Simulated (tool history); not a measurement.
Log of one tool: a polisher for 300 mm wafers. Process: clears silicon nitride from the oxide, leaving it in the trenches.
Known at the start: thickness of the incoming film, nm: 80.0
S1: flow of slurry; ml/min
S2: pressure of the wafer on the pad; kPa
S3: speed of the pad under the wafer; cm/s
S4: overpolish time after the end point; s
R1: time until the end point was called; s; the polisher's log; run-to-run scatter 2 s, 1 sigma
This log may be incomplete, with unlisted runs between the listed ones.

| run | day | S1 | S2 | S3 | S4 | R1 |
|---|---|---|---|---|---|---|
| 1 | 0.000 | 150 | 15.9 | 98 | 44 | 96.168 |
| 2 | 0.162 | 150 | 15.2 | 98 | 44 | 95.695 |
| 3 | 0.496 | 150 | 13.8 | 98 | 44 | 106.890 |
| 4 | 0.746 | 150 | 13.8 | 98 | 44 | 108.850 |
| 5 | 0.879 | 150 | 13.1 | 98 | 44 | 114.740 |
| 6 | 1.092 | 150 | 12.4 | 98 | 44 | 117.420 |

Predict the results of run 7:
| 7 | 1.396 | 145 | 9.0 | 96 | 44 | ? |

{"run 7": {"R1": 163.26}}
